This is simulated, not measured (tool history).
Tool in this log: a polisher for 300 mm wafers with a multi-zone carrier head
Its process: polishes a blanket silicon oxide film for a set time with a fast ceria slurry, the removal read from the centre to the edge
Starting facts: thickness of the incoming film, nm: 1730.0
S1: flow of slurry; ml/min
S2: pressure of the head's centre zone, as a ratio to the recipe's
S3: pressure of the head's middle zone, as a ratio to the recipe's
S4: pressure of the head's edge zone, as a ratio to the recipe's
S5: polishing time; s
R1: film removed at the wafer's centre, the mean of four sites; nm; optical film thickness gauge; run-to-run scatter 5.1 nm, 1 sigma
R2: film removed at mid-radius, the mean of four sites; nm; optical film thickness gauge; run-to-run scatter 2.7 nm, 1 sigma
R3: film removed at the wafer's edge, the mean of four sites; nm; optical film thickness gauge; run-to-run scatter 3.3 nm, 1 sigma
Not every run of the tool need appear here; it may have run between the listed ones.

| run | hour | S1 | S2 | S3 | S4 | S5 | R1 | R2 | R3 |
|---|---|---|---|---|---|---|---|---|---|
| 1 | 0.0 | 130 | 1.00 | 1.00 | 1.00 | 48 | 443.81 | 455.09 | 471.30 |
| 2 | 6.9 | 130 | 1.00 | 1.00 | 1.00 | 42 | 404.16 | 403.07 | 409.24 |
| 3 | 13.4 | 130 | 1.00 | 1.00 | 1.00 | 54 | 506.09 | 518.10 | 526.02 |
| 4 | 14.1 | 125 | 0.98 | 0.98 | 0.98 | 52 | 473.88 | 487.78 | 507.92 |
| 5 | 20.2 | 125 | 1.06 | 0.98 | 0.98 | 52 | 522.93 | 480.27 | 498.28 |
| 6 | 22.8 | 120 | 1.03 | 0.97 | 0.97 | 50 | 475.28 | 458.34 | 474.02 |
| 7 | 30.8 | 115 | 1.01 | 0.95 | 0.96 | 49 | 453.34 | 437.06 | 463.99 |

Estimate the outcome of run 8 from the log above:
| 8 | 35.4 | 110 | 0.99 | 0.94 | 0.95 | 48 | ? | ? | ? |

R1: 437.54 nm
R2: 418.82 nm
R3: 450.52 nm
